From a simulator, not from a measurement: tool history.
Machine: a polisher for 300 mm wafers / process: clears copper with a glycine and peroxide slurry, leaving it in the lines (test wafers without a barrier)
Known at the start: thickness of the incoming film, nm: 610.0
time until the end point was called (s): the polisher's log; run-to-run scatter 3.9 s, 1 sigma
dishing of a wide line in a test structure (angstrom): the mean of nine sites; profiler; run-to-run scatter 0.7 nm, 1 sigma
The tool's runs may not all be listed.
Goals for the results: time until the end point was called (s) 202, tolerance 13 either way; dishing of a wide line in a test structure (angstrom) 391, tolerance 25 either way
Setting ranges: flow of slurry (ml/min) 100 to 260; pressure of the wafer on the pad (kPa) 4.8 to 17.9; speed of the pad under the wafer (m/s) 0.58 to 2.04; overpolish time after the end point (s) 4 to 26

run    day  flow of slurry (ml/min)  pressure of the wafer on the pad (kPa)  speed of the pad under the wafer (m/s)  overpolish time after the end point (s)  time until the end point was called (s)  dishing of a wide line in a test structure (angstrom)
  1      0                      165                                      11                                     1.3                                       13                                   127.53                                                  465.4
  2  0.212                      205                                      11                                     1.3                                       13                                   132.17                                                 468.47
  3  0.258                      245                                      11                                     1.3                                       13                                   124.85                                                 477.27
  4  0.629                      245                                      11                                     1.3                                        8                                   122.28                                                 304.45
  5  0.908                      245                                      11                                    1.04                                        8                                   143.28                                                  280.6
  6  1.229                      245                                    10.3                                       1                                       10                                   150.06                                                 325.68
  7  1.254                      245                                     9.7                                    0.96                                       11                                   157.41                                                 335.01
  8  1.388                      245                                       9                                    0.92                                       12                                   177.89                                                 341.35
  9  1.412                      245                                       9                                    0.92                                       13                                   178.16                                                 364.06
 10  1.575                      245                                     8.3                                     0.9                                       14                                   181.03                                                 370.74
 11   1.65                      245                                     8.3                                    0.88                                       14                                    188.8                                                 367.27
 12  1.688                      245                                     7.6                                    0.86                                       15                                   195.47                                                 366.46
 13  1.846                      245                                     7.6                                    0.84                                       15                                   195.91                                                    362

Consider the 5 candidate settings below. Which is the only one whose results all fall within their allowed miss of target?
  A  2.004                      230                                     8.3                                    0.72                                       14                                        ?                                                      ?
  B  2.004                      255                                     6.9                                    0.86                                       17                                        ?                                                      ?
  C  2.004                      260                                     9.7                                    0.76                                       13                                        ?                                                      ?
  D  2.004                      250                                     7.6                                    0.86                                       13                                        ?                                                      ?
  E  2.004                      260                                     7.6                                       1                                       13                                        ?                                                      ?

move  time until the end point was called (s)  dishing of a wide line in a test structure (angstrom)
   A                                   213.07                                                 326.79
   B                                   211.82                                                 385.83
   C                                   188.52                                                 341.77
   D                                   202.26                                                 318.46
   E                                   185.96                                                 341.57
A: moves away from the targets compared with the last run
B: every result within its allowed miss
C: moves away from the targets compared with the last run
D: moves away from the targets compared with the last run
E: moves away from the targets compared with the last run
B meets every target.

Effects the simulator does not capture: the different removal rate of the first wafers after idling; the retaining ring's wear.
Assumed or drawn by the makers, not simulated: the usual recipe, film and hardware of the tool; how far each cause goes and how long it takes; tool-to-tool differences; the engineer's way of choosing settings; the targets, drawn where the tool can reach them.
